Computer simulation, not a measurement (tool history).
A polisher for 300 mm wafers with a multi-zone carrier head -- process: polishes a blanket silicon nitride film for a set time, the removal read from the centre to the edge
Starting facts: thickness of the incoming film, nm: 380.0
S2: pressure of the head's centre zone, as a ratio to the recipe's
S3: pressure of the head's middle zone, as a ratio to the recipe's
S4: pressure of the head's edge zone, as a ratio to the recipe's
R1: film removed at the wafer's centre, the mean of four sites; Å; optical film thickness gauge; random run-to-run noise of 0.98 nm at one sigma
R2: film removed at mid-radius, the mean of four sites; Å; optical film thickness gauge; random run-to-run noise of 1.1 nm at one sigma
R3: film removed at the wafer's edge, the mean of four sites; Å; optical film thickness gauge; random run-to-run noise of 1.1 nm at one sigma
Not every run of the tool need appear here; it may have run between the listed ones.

{"run": 1, "hour": 0.0, "flow of slurry (ml/min)": 260, "S2": 1.0, "S3": 1.0, "S4": 1.0, "polishing time (s)": 35, "R1": 765.18, "R2": 793.78, "R3": 738.55}
{"run": 2, "hour": 6.0, "flow of slurry (ml/min)": 260, "S2": 1.0, "S3": 1.05, "S4": 1.0, "polishing time (s)": 35, "R1": 765.22, "R2": 822.11, "R3": 733.42}
{"run": 3, "hour": 6.5, "flow of slurry (ml/min)": 265, "S2": 1.0, "S3": 1.04, "S4": 1.03, "polishing time (s)": 36, "R1": 790.93, "R2": 842.76, "R3": 773.75}
{"run": 4, "hour": 14.5, "flow of slurry (ml/min)": 265, "S2": 1.0, "S3": 1.04, "S4": 0.99, "polishing time (s)": 36, "R1": 796.63, "R2": 835.05, "R3": 760.58}
{"run": 5, "hour": 18.1, "flow of slurry (ml/min)": 275, "S2": 1.01, "S3": 1.03, "S4": 1.02, "polishing time (s)": 37, "R1": 823.59, "R2": 858.94, "R3": 777.05}
{"run": 6, "hour": 27.0, "flow of slurry (ml/min)": 275, "S2": 1.01, "S3": 1.03, "S4": 1.1, "polishing time (s)": 37, "R1": 823.28, "R2": 847.06, "R3": 829.09}
{"hour": 34.6, "done": "edge zone pressure recalibrated"}
{"run": 7, "hour": 34.6, "flow of slurry (ml/min)": 275, "S2": 1.02, "S3": 1.04, "S4": 1.11, "polishing time (s)": 38, "R1": 844.68, "R2": 884.92, "R3": 887.49}
{"run": 8, "hour": 42.9, "flow of slurry (ml/min)": 280, "S2": 1.03, "S3": 1.05, "S4": 1.11, "polishing time (s)": 38, "R1": 873.05, "R2": 894.76, "R3": 899.99}

Run 9 comes next. What will it give?
{"run": 9, "hour": 51.5, "flow of slurry (ml/min)": 285, "S2": 1.04, "S3": 1.06, "S4": 1.11, "polishing time (s)": 38, "R1": "?", "R2": "?", "R3": "?"}

R1: 888.75 Å
R2: 905.15 Å
R3: 896.63 Å

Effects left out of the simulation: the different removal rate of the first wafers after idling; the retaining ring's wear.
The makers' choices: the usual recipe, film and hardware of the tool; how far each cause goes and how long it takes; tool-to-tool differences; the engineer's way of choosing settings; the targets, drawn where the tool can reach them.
